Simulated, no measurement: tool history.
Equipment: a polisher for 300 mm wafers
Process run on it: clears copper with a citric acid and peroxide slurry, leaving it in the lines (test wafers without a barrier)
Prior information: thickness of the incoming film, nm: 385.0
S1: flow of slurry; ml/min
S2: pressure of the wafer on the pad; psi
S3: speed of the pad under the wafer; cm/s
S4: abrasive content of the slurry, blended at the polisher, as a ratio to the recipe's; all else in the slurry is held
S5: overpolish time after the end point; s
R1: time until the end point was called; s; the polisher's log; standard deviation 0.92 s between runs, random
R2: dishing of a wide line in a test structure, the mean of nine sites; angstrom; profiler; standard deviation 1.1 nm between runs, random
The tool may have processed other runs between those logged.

Run 1, hour 0: S1 285 ml/min, S2 3.7 psi, S3 130 cm/s, S4 1, S5 24 s. Result: R1 116.21 s, R2 509.23 angstrom.
Run 2, hour 4: S1 285 ml/min, S2 4 psi, S3 130 cm/s, S4 1, S5 24 s. Result: R1 111.56 s, R2 552.21 angstrom.
Run 3, hour 7: S1 285 ml/min, S2 3.4 psi, S3 130 cm/s, S4 1, S5 24 s. Result: R1 121.91 s, R2 487.88 angstrom.
Run 4, hour 10.7: S1 285 ml/min, S2 3.8 psi, S3 130 cm/s, S4 1, S5 24 s. Result: R1 112.76 s, R2 520.77 angstrom.
Run 5, hour 17.7: S1 285 ml/min, S2 3.8 psi, S3 130 cm/s, S4 1, S5 31 s. Result: R1 114.59 s, R2 659.33 angstrom.
Run 6, hour 20.5: S1 285 ml/min, S2 3.8 psi, S3 118 cm/s, S4 1, S5 31 s. Result: R1 124.07 s, R2 612.49 angstrom.

Expected results for the next run?
Run 7, hour 22.1: S1 285 ml/min, S2 4.2 psi, S3 120 cm/s, S4 1, S5 29 s. Result: R1 ?, R2 ?.

Run 7 produced R1 115.89 s, R2 601.56 angstrom.
